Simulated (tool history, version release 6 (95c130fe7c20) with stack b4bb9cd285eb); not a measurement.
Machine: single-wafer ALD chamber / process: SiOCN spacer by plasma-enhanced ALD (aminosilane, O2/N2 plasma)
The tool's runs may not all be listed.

run,hour,heater temperature setpoint (K),number of ALD cycles (cycles),mean film thickness on the monitor wafer (Å)
1,0,683.15,91,60.161
2,7.2,681.15,94,62.633
3,10.5,681.15,83,55.551
4,12.3,681.15,74,49.22
5,17.8,681.15,80,53.106
6,21.3,681.15,88,58.757
7,25.8,678.15,91,61.201
8,34.9,676.15,94,63.427
9,41.5,675.15,96,65.174
10,42.4,674.15,98,66.647

Run 11 is up next; what results do you expect?
11,44.4,673.15,100,?

For run 11 the tool returned mean film thickness on the monitor wafer (Å) 67.98.
